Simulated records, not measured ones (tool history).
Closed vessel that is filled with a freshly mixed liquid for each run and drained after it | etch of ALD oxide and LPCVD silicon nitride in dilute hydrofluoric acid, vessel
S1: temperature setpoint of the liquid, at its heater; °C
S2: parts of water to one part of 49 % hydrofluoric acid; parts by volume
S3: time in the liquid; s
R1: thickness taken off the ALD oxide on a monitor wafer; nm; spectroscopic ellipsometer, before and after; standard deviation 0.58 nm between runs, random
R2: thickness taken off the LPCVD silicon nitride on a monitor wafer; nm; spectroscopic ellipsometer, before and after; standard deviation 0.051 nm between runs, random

{"run": 1, "hour": 0.0, "S1": 24.0, "S2": 40, "S3": 60, "R1": 33.207, "R2": 0.75897}
{"run": 2, "hour": 2.3, "S1": 26.5, "S2": 40, "S3": 60, "R1": 36.711, "R2": 0.86852}
{"run": 3, "hour": 3.7, "S1": 26.5, "S2": 35, "S3": 60, "R1": 42.386, "R2": 1.006}
{"run": 4, "hour": 5.4, "S1": 26.5, "S2": 25, "S3": 65, "R1": 63.915, "R2": 1.4239}
{"run": 5, "hour": 13.0, "S1": 26.5, "S2": 25, "S3": 50, "R1": 49.745, "R2": 1.2244}
{"run": 6, "hour": 18.5, "S1": 26.5, "S2": 25, "S3": 35, "R1": 34.563, "R2": 0.84334}
{"run": 7, "hour": 24.2, "S1": 26.5, "S2": 25, "S3": 40, "R1": 39.882, "R2": 0.94231}
{"run": 8, "hour": 25.3, "S1": 25.5, "S2": 20, "S3": 70, "R1": 83.448, "R2": 1.8085}

Run 9, settings as shown, results not yet in. Your forecast:
{"run": 9, "hour": 26.6, "S1": 25.0, "S2": 20, "S3": 70, "R1": "?", "R2": "?"}

R1: 82.418 nm
R2: 1.83820 nm

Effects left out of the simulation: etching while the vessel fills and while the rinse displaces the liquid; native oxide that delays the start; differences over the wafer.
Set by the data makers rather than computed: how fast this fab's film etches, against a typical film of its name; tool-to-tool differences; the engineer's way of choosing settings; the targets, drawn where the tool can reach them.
